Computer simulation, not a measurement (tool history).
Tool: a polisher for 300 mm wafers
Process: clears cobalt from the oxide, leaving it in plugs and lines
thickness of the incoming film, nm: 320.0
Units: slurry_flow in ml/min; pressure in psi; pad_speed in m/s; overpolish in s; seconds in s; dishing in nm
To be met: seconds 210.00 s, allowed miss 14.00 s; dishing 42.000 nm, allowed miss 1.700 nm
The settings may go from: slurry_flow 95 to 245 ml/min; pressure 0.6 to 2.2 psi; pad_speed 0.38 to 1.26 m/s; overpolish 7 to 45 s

run	hour	slurry_flow	pressure	pad_speed	overpolish	seconds	dishing
1	0.0	155	1.4	0.82	23	126.14	41.223
2	6.5	155	1.3	0.82	25	129.03	41.339
3	8.9	155	1.3	0.82	21	134.35	38.063
4	12.5	155	1.3	1.02	21	105.92	42.012
5	19.9	155	1.2	0.98	23	117.96	41.873
6	23.2	155	1.2	0.90	23	128.86	39.660
7	31.2	155	1.1	0.88	25	137.91	39.734
8	33.2	155	1.0	0.86	27	151.27	39.384
9	38.5	155	1.0	0.86	27	155.65	38.929
10	42.3	155	1.0	0.86	28	150.42	39.964

Which of these 4 next moves meets every target?
A	46.1	125	0.8	0.96	31	?	?
B	46.1	180	0.8	0.82	35	?	?
C	46.1	100	0.9	0.92	34	?	?
D	46.1	175	0.8	0.72	40	?	?

move	seconds	dishing
A	165.37	41.040
B	181.07	41.887
C	167.09	42.997
D	206.22	42.071
A: nearer than the last run, and not there yet
B: nearer than the last run, and not there yet
C: nearer than the last run, and not there yet
D: meets every target
Answer: D
